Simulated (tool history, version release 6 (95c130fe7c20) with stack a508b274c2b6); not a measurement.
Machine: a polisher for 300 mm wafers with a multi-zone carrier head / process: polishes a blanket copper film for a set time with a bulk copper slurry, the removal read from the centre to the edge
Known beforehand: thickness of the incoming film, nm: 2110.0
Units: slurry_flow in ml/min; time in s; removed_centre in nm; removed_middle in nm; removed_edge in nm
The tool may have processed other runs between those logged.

| run | hour | slurry_flow | centre_zone | middle_zone | edge_zone | slurry_solids | time | removed_centre | removed_middle | removed_edge |
|---|---|---|---|---|---|---|---|---|---|---|
| 1 | 0 | 205 | 1 | 1 | 1 | 1 | 67 | 699.81 | 709.43 | 679.1 |
| 2 | 1.4 | 205 | 1 | 1 | 1 | 1 | 80 | 840.83 | 850.16 | 810.72 |
| 3 | 2.4 | 205 | 1 | 1 | 1 | 1.15 | 80 | 857.69 | 862.45 | 832.55 |
| 4 | 10.6 | 205 | 1 | 0.96 | 1 | 1.15 | 80 | 858.21 | 836.08 | 845.69 |
| 5 | 17.1 | 215 | 1.02 | 0.96 | 1.02 | 1.2 | 80 | 874.8 | 849.13 | 851.31 |
| 6 | 19.9 | 215 | 1.04 | 0.95 | 1.04 | 1.25 | 81 | 919.78 | 854.55 | 872.7 |
| 7 | 22.1 | 220 | 1.05 | 0.94 | 1.05 | 1.3 | 82 | 934.08 | 834.04 | 903.06 |
| 8 | 31 | 225 | 1.06 | 0.95 | 1.06 | 1.35 | 83 | 961.67 | 873.16 | 911.47 |

Expected results for the next run?
| 9 | 33.2 | 225 | 1.07 | 0.95 | 1.07 | 1.35 | 84 | ? | ? | ? |

Run 9 gave removed_centre 989.48 nm, removed_middle 898.08 nm, removed_edge 922.22 nm.
